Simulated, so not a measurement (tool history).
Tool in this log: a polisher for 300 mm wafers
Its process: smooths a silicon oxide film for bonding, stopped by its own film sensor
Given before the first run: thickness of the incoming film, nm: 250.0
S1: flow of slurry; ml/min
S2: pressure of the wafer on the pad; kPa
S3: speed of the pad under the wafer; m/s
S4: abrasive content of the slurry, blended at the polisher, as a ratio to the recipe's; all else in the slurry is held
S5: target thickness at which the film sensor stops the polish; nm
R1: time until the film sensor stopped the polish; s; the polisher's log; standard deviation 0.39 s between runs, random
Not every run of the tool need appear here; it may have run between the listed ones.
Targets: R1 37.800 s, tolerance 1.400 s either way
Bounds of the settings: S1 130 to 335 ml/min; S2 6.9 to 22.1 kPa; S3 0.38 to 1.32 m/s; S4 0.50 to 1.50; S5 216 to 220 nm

run  hour   S1    S2    S3    S4   S5      R1
  1   0.0  215  14.5  0.84  1.00  216  67.647
  2   0.8  215  14.5  0.68  1.00  216  80.356
  3   2.3  215  16.5  0.74  1.00  216  67.793
  4   8.4  185  16.5  0.74  1.00  216  69.431
  5  16.6  135  16.5  0.74  1.00  216  72.068
  6  22.8  135  16.5  0.64  1.00  216  80.926
  7  23.6  145  20.7  0.88  1.05  216  48.227
     30.3  -- slurry blender recalibrated
  8  30.3  145  20.7  0.88  1.05  216  41.086
  9  36.6  150  20.7  0.88  1.05  216  40.343
 10  38.4  155  20.7  0.88  1.05  216  39.705
 11  39.1  160  20.7  0.88  1.05  216  39.568
 12  47.6  160  20.7  0.88  1.05  216  39.378
 13  52.2  165  20.7  0.88  1.05  216  39.293

Exercise: of the 5 proposed moves below, exactly one satisfies all targets within the stated allowed misses. Which move is it?
  A  56.8  130  20.7  0.80  1.20  217   ?
  B  56.8  145  20.0  0.84  1.15  216   ?
  C  56.8  135  21.4  0.80  0.95  219   ?
  D  56.8  300  20.7  0.72  1.05  220   ?
  E  56.8  180  17.9  0.90  1.10  217   ?

move      R1
   A  41.010
   B  42.003
   C  41.454
   D  38.187
   E  42.387
A: the biggest miss grows against the last run
B: the biggest miss grows against the last run
C: the biggest miss grows against the last run
D: all results in spec
E: the biggest miss grows against the last run
Answer: D
